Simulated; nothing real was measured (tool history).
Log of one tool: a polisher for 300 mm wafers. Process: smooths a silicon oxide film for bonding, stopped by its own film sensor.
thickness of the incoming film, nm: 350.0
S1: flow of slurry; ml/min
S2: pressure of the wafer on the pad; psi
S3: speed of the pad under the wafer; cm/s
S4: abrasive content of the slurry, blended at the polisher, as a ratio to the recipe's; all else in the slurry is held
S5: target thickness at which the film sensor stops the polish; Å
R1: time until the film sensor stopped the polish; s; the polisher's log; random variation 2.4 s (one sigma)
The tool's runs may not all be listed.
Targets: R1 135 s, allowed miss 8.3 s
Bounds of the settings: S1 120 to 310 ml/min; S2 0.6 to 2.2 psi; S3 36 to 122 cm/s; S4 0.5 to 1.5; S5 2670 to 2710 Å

{"run": 1, "hour": 0.0, "S1": 200, "S2": 1.4, "S3": 78, "S4": 1, "S5": 2710, "R1": 179.24}
{"run": 2, "hour": 7.8, "S1": 200, "S2": 1.5, "S3": 78, "S4": 1, "S5": 2710, "R1": 160.45}
{"run": 3, "hour": 13.4, "S1": 200, "S2": 1.3, "S3": 78, "S4": 1, "S5": 2710, "R1": 187.64}
{"run": 4, "hour": 18.9, "S1": 200, "S2": 1, "S3": 78, "S4": 1, "S5": 2710, "R1": 240.06}
{"run": 5, "hour": 20.9, "S1": 200, "S2": 1.4, "S3": 78, "S4": 1, "S5": 2710, "R1": 170.87}
{"run": 6, "hour": 23.5, "S1": 200, "S2": 1.4, "S3": 78, "S4": 1, "S5": 2670, "R1": 188.97}
{"run": 7, "hour": 25.3, "S1": 200, "S2": 1.5, "S3": 78, "S4": 1, "S5": 2670, "R1": 177.65}
{"run": 8, "hour": 27.0, "S1": 200, "S2": 1.6, "S3": 78, "S4": 1, "S5": 2670, "R1": 166.53}

5 next moves are on the table. One of them brings every result within its allowed miss. Which?
{"run": "A", "hour": 28.7, "S1": 210, "S2": 1.9, "S3": 70, "S4": 1.05, "S5": 2710, "R1": "?"}
{"run": "B", "hour": 28.7, "S1": 160, "S2": 1.4, "S3": 92, "S4": 1.1, "S5": 2700, "R1": "?"}
{"run": "C", "hour": 28.7, "S1": 235, "S2": 1.5, "S3": 64, "S4": 0.85, "S5": 2670, "R1": "?"}
{"run": "D", "hour": 28.7, "S1": 200, "S2": 1.7, "S3": 82, "S4": 0.85, "S5": 2680, "R1": "?"}
{"run": "E", "hour": 28.7, "S1": 215, "S2": 1.7, "S3": 84, "S4": 1.25, "S5": 2700, "R1": "?"}

move=A R1=140.69
move=B R1=157.59
move=C R1=229.76
move=D R1=169.53
move=E R1=124.36
A: meets every target
B: nearer than the last run, and not there yet
C: further off than the last run
D: further off than the last run
E: takes the result that was furthest off past its target
Move A is the one to make.
